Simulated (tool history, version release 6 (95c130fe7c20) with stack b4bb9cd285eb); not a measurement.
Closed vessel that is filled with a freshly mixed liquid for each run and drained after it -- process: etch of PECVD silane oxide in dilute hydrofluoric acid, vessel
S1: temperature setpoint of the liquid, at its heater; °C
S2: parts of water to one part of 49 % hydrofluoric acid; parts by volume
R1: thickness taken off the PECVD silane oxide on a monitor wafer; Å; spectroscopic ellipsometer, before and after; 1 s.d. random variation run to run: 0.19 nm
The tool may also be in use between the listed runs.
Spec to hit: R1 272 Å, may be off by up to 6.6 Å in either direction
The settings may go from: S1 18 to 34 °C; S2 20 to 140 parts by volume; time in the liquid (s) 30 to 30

run 1 hour=0 | S1=26 S2=75 time_in_the_liquid_(s)=30 | R1=119.4
run 2 hour=2.8 | S1=28.5 S2=75 time_in_the_liquid_(s)=30 | R1=133.29
run 3 hour=9.6 | S1=29.5 S2=70 time_in_the_liquid_(s)=30 | R1=149.47
run 4 hour=14.2 | S1=30 S2=65 time_in_the_liquid_(s)=30 | R1=164.79
run 5 hour=22.5 | S1=30 S2=50 time_in_the_liquid_(s)=30 | R1=218.3
run 6 hour=24.1 | S1=30 S2=50 time_in_the_liquid_(s)=30 | R1=216.44
run 7 hour=30.2 | S1=30.5 S2=50 time_in_the_liquid_(s)=30 | R1=222.83
run 8 hour=37.4 | S1=31 S2=50 time_in_the_liquid_(s)=30 | R1=229.63
run 9 hour=45.2 | S1=31.5 S2=50 time_in_the_liquid_(s)=30 | R1=231.67
run 10 hour=51 | S1=32 S2=50 time_in_the_liquid_(s)=30 | R1=238.68
run 11 hour=56.1 | S1=32.5 S2=50 time_in_the_liquid_(s)=30 | R1=242.03

Which one of the following 5 next-run settings gets every result inside its allowed miss? There is exactly one.
run A hour=61.2 | S1=34 S2=55 time_in_the_liquid_(s)=30 | R1=?
run B hour=61.2 | S1=34 S2=50 time_in_the_liquid_(s)=30 | R1=?
run C hour=61.2 | S1=34 S2=45 time_in_the_liquid_(s)=30 | R1=?
run D hour=61.2 | S1=32.5 S2=45 time_in_the_liquid_(s)=30 | R1=?
run E hour=61.2 | S1=31 S2=40 time_in_the_liquid_(s)=30 | R1=?

move=A R1=232.29
move=B R1=257.68
move=C R1=288.76
move=D R1=272.58
move=E R1=291.59
A: lands further from the targets than the last run did
B: an improvement on the last run, though not all results are within tolerance
C: the result that was furthest off in the last run now lies on the other side of its target
D: hits every target within its allowed miss
E: the result that was furthest off in the last run now lies on the other side of its target
D meets every target.
